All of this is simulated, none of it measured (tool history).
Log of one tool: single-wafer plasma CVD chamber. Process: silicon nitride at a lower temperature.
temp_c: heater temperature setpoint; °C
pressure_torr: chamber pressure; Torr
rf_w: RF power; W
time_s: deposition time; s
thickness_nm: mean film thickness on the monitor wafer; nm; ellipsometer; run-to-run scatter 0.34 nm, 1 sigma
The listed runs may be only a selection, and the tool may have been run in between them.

run  hour  temp_c  pressure_torr  rf_w  time_s  thickness_nm
  1     0     375           1.64   390    36.8        52.393
  2   5.6     368           1.64   390    36.8         52.75
  3  14.1     368            1.4   390    36.8        50.079
  4  18.5     376            1.4   390    36.8        50.033
  5  27.4     380            1.4   390    36.8        49.499
  6  35.9     386            1.4   390    36.8        49.581
  7  43.1     386           1.55   400    36.8        52.113
  8  44.9     386           1.67   405    36.8        53.768
  9  46.5     386           1.77   410    36.8        55.193
 10  51.4     386           1.85   415    36.8          56.3
 11  53.8     386           1.92   420    36.8        57.512
 12  58.9     386           1.97   420    36.8        57.206
 13  67.5     386           2.01   425    36.8        58.618
 14  71.2     386           2.04   425    36.8        58.777

For run 15, what comes out?
 15  72.7     386           2.07   425    36.8             ?

Run 15 came out at thickness_nm 58.969 nm.
